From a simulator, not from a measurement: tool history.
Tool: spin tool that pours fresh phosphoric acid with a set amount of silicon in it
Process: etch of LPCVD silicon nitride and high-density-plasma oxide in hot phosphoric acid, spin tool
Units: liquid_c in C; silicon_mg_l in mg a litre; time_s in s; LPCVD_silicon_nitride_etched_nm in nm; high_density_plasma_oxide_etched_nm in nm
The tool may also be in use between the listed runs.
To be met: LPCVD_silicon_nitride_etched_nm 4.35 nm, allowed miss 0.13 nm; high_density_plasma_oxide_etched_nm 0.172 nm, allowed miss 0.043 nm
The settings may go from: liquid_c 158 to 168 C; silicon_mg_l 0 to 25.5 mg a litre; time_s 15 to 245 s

run    day  liquid_c  silicon_mg_l  time_s  LPCVD_silicon_nitride_etched_nm  high_density_plasma_oxide_etched_nm
  1      0       163            11     125                           11.894                              0.42491
  2  0.029       163           7.5     125                           12.024                              0.41001
  3  0.371       163             4     125                            11.93                              0.43338
  4  0.679       163             4     155                           14.686                              0.58954
  5  0.875       162             3     125                           11.528                              0.43816
  6  1.062       162           0.5     125                           11.561                              0.48465
     1.154  -- dissolved silicon flow meter replaced
  7  1.154     159.5             0      65                           5.5792                              0.19731
  8    1.4       159             0      35                           2.9135                              0.10627
  9  1.662     159.5             0      40                           3.3912                              0.11178
 10  1.962       159             0      45                           3.7435                              0.12144

5 next moves are on the table. One of them brings every result within its allowed miss. Which?
  A  2.262       158          23.5      40                                ?                                    ?
  B  2.262       160             0      50                                ?                                    ?
  C  2.262       160             0      55                                ?                                    ?
  D  2.262       160           1.5      55                                ?                                    ?
  E  2.262     159.5             0      55                                ?                                    ?

move  LPCVD_silicon_nitride_etched_nm  high_density_plasma_oxide_etched_nm
   A                           3.2585                              0.06716
   B                           4.3574                              0.17011
   C                           4.7932                              0.18712
   D                           4.7932                              0.18202
   E                           4.7133                              0.18031
A: further off than the last run
B: meets every target
C: takes the result that was furthest off past its target
D: takes the result that was furthest off past its target
E: takes the result that was furthest off past its target
Move B is the one to make.

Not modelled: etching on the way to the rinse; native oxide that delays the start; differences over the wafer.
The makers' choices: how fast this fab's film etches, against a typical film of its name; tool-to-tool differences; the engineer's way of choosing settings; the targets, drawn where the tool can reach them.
